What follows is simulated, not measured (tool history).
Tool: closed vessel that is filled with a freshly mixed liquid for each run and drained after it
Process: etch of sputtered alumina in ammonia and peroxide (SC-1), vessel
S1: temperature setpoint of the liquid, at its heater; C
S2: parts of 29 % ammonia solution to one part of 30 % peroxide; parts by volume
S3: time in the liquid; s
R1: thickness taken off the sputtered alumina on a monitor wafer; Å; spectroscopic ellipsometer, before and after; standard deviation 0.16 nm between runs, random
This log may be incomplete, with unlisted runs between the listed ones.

Run 1, day 0.000: S1 60.0 C, S2 0.60 parts by volume, S3 100 s. Result: R1 124.91 Å.
Run 2, day 0.088: S1 66.5 C, S2 0.60 parts by volume, S3 100 s. Result: R1 176.20 Å.
Run 3, day 0.446: S1 61.5 C, S2 0.60 parts by volume, S3 100 s. Result: R1 133.64 Å.
Run 4, day 0.671: S1 61.5 C, S2 0.45 parts by volume, S3 100 s. Result: R1 132.01 Å.
At day 0.967: new drum of ammonia solution connected.
Run 5, day 0.967: S1 61.5 C, S2 0.45 parts by volume, S3 100 s. Result: R1 132.75 Å.
Run 6, day 1.175: S1 63.0 C, S2 0.45 parts by volume, S3 100 s. Result: R1 142.09 Å.
Run 7, day 1.329: S1 64.0 C, S2 0.45 parts by volume, S3 100 s. Result: R1 151.61 Å.
Run 8, day 1.596: S1 65.0 C, S2 0.45 parts by volume, S3 100 s. Result: R1 159.53 Å.
Run 9, day 1.917: S1 65.5 C, S2 0.45 parts by volume, S3 100 s. Result: R1 162.03 Å.
Run 10, day 2.167: S1 66.0 C, S2 0.45 parts by volume, S3 100 s. Result: R1 167.26 Å.

The next listed run, before its measurement:
Run 11, day 2.275: S1 66.5 C, S2 0.45 parts by volume, S3 100 s. Result: R1 ?.

R1: 172.15 Å
